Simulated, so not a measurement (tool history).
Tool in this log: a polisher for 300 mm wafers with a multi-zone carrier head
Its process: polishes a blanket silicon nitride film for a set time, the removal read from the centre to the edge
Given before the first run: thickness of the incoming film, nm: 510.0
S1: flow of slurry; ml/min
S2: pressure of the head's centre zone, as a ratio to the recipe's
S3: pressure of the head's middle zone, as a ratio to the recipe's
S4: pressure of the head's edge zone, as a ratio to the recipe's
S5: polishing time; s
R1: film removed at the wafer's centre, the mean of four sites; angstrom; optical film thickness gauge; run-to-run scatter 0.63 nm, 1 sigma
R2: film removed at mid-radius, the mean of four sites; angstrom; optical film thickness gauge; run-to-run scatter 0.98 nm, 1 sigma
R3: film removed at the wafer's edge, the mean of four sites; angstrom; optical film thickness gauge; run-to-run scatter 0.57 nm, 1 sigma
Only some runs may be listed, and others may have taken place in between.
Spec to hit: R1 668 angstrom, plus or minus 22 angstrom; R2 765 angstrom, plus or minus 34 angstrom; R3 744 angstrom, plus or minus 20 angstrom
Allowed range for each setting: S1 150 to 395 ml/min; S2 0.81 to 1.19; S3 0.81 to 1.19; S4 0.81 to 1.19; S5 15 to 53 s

run 1 hour=0 | S1=250 S2=1 S3=1 S4=1 S5=34 | R1=895.6 R2=912.33 R3=908.15
run 2 hour=7.8 | S1=240 S2=0.96 S3=0.99 S4=0.97 S5=33 | R1=833.45 R2=870.31 R3=866.83
run 3 hour=11.3 | S1=240 S2=0.96 S3=0.99 S4=0.97 S5=27 | R1=677.72 R2=717.31 R3=698.66
run 4 hour=13.7 | S1=240 S2=0.96 S3=0.99 S4=1.01 S5=27 | R1=678.73 R2=694.13 R3=714.83
run 5 hour=20.6 | S1=210 S2=0.96 S3=0.99 S4=1.01 S5=27 | R1=673.24 R2=683.57 R3=708.58
run 6 hour=23.1 | S1=225 S2=0.95 S3=1.01 S4=1.02 S5=27 | R1=660.55 R2=714.75 R3=706.53
run 7 hour=27.4 | S1=235 S2=0.95 S3=1.02 S4=1.03 S5=27 | R1=674.72 R2=734.49 R3=719.68
run 8 hour=28.5 | S1=240 S2=0.94 S3=1.02 S4=1.04 S5=27 | R1=673.12 R2=730.25 R3=720.08

Exercise: of the 4 proposed moves below, exactly one satisfies all targets within the stated allowed misses. Which move is it?
run A hour=29.6 | S1=235 S2=0.93 S3=0.88 S4=0.99 S5=28 | R1=? R2=? R3=?
run B hour=29.6 | S1=285 S2=0.9 S3=1.02 S4=1 S5=28 | R1=? R2=? R3=?
run C hour=29.6 | S1=165 S2=0.92 S3=0.84 S4=1.08 S5=30 | R1=? R2=? R3=?
run D hour=29.6 | S1=190 S2=0.93 S3=1.01 S4=1.06 S5=27 | R1=? R2=? R3=?

move=A R1=686.25 R2=653.29 R3=732.48
move=B R1=682.12 R2=756.79 R3=747.73
move=C R1=680.07 R2=634.72 R3=784.46
move=D R1=638.53 R2=684.1 R3=711.6
A: meets the target for the result that was furthest off, but another lies outside its allowed miss
B: all results in spec
C: the result that was furthest off in the last run now lies on the other side of its target
D: misses by more than the last run did
B meets every target.
